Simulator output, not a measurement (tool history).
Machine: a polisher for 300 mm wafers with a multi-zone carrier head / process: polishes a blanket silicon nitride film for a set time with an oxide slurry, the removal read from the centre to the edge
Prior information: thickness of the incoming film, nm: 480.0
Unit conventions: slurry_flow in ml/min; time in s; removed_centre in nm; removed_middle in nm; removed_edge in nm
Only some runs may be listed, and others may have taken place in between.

run  hour  slurry_flow  centre_zone  middle_zone  edge_zone  slurry_solids  time  removed_centre  removed_middle  removed_edge
  1   0.0          210         1.00         1.00       1.00           1.00    44          31.574          30.450        30.629
  2   2.5          220         1.04         1.04       1.00           1.05    44          33.796          33.149        31.523
  3  11.2          230         1.07         1.05       1.00           1.05    44          35.145          33.230        32.185
  4  13.8          240         1.10         1.08       0.99           1.05    44          36.612          34.116        31.244
  5  20.3          245         1.12         1.10       1.01           1.10    44          38.334          35.566        33.277
  6  22.8          245         1.12         1.02       1.01           1.10    44          37.011          33.886        32.941
  7  30.9          250         1.13         1.05       1.01           1.10    44          38.099          34.397        33.346

Forecast run 8:
  8  32.8          255         1.14         1.08       1.01           1.10    44               ?               ?             ?

Run 8 yielded removed_centre 38.639 nm, removed_middle 35.244 nm, removed_edge 32.837 nm.
